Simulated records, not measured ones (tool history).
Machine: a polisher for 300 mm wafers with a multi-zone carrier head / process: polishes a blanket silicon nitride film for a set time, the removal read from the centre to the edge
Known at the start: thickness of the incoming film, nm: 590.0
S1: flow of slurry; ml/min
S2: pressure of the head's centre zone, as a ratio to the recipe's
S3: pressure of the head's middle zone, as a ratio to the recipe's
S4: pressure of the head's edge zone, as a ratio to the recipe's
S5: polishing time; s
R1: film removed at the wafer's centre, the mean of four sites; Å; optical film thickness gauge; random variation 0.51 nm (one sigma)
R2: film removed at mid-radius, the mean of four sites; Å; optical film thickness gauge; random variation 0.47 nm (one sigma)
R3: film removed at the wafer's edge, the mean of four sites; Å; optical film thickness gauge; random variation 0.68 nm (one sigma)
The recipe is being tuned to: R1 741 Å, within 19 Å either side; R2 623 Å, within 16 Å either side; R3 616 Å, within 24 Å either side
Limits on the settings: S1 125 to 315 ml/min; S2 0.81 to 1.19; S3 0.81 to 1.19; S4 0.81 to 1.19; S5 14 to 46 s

run,hour,S1,S2,S3,S4,S5,R1,R2,R3
1,0,205,1,1,1,30,521.53,511.17,525.76
2,2.7,205,0.95,1,1,30,488.73,513.53,526.93
3,10.6,210,0.97,1.01,1.01,30,504.82,514.04,529.36
4,16.1,215,0.99,1.02,1.02,30,516.2,509.92,521.64
# hour 16.8: worn pad replaced by a new one
5,16.8,215,1,1.02,1.01,31,587.85,577.78,598.08
6,18.7,215,1,1.02,1.08,31,588.06,579.45,605.88
7,24.8,225,1.01,1.02,1.07,31,601.58,580.91,596.14
8,27.5,235,1.02,1.02,1.07,31,601.82,577.19,609.14
9,34.2,235,1.04,1.03,1.06,31,617.87,588.12,591.58
10,34.9,240,1.05,1.03,1.06,31,618.71,588.38,601.19
11,37.4,240,1.06,1.03,1.06,31,621.19,595.24,604.93
12,46.2,240,1.07,1.03,1.06,31,636.77,596.96,609.99
13,53.9,245,1.08,1.03,1.05,31,640.86,594.63,609.84
14,62.1,250,1.09,1.03,1.04,31,641.6,599.74,589.24

4 candidate next runs follow, results not yet known. Just one meets every target within its allowed miss. Identify it.
A,70.3,230,1.17,1,1.03,35,?,?,?
B,70.3,235,1,1,1.11,31,?,?,?
C,70.3,300,1.18,1.11,0.99,32,?,?,?
D,70.3,245,1.17,1,0.95,33,?,?,?

move,R1,R2,R3
A,775.23,657.61,674.41
B,591.93,584.13,617.11
C,734.75,662.54,617.5
D,735.94,623.92,618.69
A: the result that was furthest off in the last run now lies on the other side of its target
B: its largest miss is bigger than the last run's
C: puts the biggest miss on target and leaves a different result outside tolerance
D: meets every target
D is the move that brings every result within its allowed miss.
